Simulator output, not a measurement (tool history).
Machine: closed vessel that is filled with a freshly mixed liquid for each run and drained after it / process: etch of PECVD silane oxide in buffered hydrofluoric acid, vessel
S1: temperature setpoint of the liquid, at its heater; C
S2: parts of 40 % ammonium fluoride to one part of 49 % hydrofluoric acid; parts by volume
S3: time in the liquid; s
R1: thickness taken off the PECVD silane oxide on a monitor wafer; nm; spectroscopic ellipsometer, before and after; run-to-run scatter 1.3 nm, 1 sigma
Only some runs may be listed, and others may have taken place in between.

run	hour	S1	S2	S3	R1
1	0.0	24.0	19	90	238.37
2	7.6	23.5	19	90	231.77
3	11.9	21.5	19	90	210.03
4	17.3	21.5	14	90	278.53
5	18.5	21.5	14	90	276.66
6	25.8	21.5	9	90	414.98
7	31.7	21.0	10	90	375.66
8	36.0	20.5	11	90	328.54
9	39.7	20.0	12	90	296.37

Run 10, settings as shown, results not yet in. Your forecast:
10	46.4	20.0	12	90	?

Run 10 produced R1 298.81 nm.
